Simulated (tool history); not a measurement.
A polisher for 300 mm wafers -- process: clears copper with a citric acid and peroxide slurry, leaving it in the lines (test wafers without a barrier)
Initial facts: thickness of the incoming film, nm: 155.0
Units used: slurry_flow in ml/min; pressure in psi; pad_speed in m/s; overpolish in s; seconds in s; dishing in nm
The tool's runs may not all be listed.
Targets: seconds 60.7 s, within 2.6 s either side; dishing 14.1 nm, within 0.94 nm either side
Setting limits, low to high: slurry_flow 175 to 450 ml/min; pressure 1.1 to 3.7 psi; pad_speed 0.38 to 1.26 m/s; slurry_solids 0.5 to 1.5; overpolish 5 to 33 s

run	day	slurry_flow	pressure	pad_speed	slurry_solids	overpolish	seconds	dishing
1	0	290	2.4	0.82	1	17	101.44	11.646
2	0.35	235	2.4	0.82	1	17	105.22	11.204
3	0.508	235	2.4	0.82	1	11	103.62	9.4499
4	0.792	235	2.4	0.82	1.15	11	102.52	9.4664
5	0.854	245	2.8	0.82	1.15	13	87.575	11.092
6	1.096	245	2.8	0.72	1.15	13	99.103	10.682
7	1.267	255	3.1	0.76	1.15	13	82.97	11.244
8	1.446	260	3.3	0.78	1.15	14	78.37	12.426
9	1.471	260	3.3	0.78	1.15	14	77.853	12.345
10	1.771	265	3.4	0.82	1.15	14	71.356	12.959
11	2.058	265	3.5	0.84	1.15	14	69.106	12.73
12	2.138	270	3.6	0.86	1.15	15	63.842	13.924

Which one of the following 5 next-run settings gets every result inside its allowed miss? There is exactly one.
A	2.217	255	3.5	0.84	1.05	16	?	?
B	2.217	195	3.1	1.1	1.2	16	?	?
C	2.217	220	3.6	0.88	1	23	?	?
D	2.217	235	3.6	0.88	1.2	12	?	?
E	2.217	325	3.5	0.84	1.25	20	?	?

move	seconds	dishing
A	70.012	13.489
B	61.824	13.886
C	66.894	14.753
D	64.422	12.574
E	66.414	14.433
A: misses by more than the last run did
B: meets every target
C: misses by more than the last run did
D: misses by more than the last run did
E: misses by more than the last run did
The right move is B.
